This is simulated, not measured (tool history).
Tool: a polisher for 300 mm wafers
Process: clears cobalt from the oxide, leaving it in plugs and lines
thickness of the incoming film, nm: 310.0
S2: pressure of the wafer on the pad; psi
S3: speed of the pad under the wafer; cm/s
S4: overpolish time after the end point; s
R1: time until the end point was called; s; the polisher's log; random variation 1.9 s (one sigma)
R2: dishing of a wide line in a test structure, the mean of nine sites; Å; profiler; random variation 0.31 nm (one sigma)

run 1 hour=0.0 | flow_of_slurry_(ml/min)=305 S2=1.6 S3=86 S4=19 | R1=83.174 R2=454.53
run 2 hour=4.6 | flow_of_slurry_(ml/min)=305 S2=1.6 S3=86 S4=25 | R1=81.835 R2=531.77
run 3 hour=9.6 | flow_of_slurry_(ml/min)=300 S2=1.5 S3=84 S4=18 | R1=89.124 R2=421.96
run 4 hour=18.5 | flow_of_slurry_(ml/min)=235 S2=1.5 S3=84 S4=18 | R1=89.964 R2=404.28
run 5 hour=22.9 | flow_of_slurry_(ml/min)=235 S2=1.5 S3=104 S4=18 | R1=75.440 R2=469.26
run 6 hour=23.8 | flow_of_slurry_(ml/min)=220 S2=1.6 S3=82 S4=14 | R1=89.610 R2=355.31

The next listed run, before its measurement:
run 7 hour=28.0 | flow_of_slurry_(ml/min)=220 S2=1.6 S3=82 S4=14 | R1=? R2=?

R1: 88.744 s
R2: 353.92 Å

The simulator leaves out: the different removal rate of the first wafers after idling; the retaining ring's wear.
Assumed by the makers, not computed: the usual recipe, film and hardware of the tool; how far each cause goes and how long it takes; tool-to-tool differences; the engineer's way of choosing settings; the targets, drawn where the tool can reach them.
